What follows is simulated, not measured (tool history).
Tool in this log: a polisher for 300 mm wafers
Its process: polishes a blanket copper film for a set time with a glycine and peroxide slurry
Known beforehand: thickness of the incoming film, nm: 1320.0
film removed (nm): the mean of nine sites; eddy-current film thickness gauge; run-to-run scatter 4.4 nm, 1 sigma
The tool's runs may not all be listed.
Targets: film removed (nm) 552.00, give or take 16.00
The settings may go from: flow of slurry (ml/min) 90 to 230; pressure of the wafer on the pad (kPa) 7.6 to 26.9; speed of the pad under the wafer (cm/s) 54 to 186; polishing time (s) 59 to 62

run,hour,flow of slurry (ml/min),pressure of the wafer on the pad (kPa),speed of the pad under the wafer (cm/s),polishing time (s),film removed (nm)
1,0.0,150,17.2,118,59,303.10
2,1.5,160,20.7,122,59,368.13
3,6.4,165,22.8,126,59,414.09
4,8.9,165,26.2,126,59,465.75
5,16.5,165,26.2,110,59,423.89
6,22.1,165,26.2,110,59,423.37
7,26.6,175,26.2,120,59,456.40
8,34.6,180,26.2,128,59,469.41
9,40.2,180,26.2,136,59,501.89
10,46.9,200,26.9,142,59,534.46

Exactly one of the 5 candidate moves below puts every result within its allowed miss. Which one?
A,53.6,210,26.9,136,59,?
B,53.6,165,26.9,162,60,?
C,53.6,210,24.1,140,62,?
D,53.6,205,26.9,132,60,?
E,53.6,195,26.9,150,59,?

move,film removed (nm)
A,524.99
B,587.18
C,511.61
D,520.70
E,558.96
A: lands further from the targets than the last run did
B: takes the biggest miss from the last run beyond its target
C: lands further from the targets than the last run did
D: lands further from the targets than the last run did
E: every result lands within tolerance
Correct choice: E, which meets every target
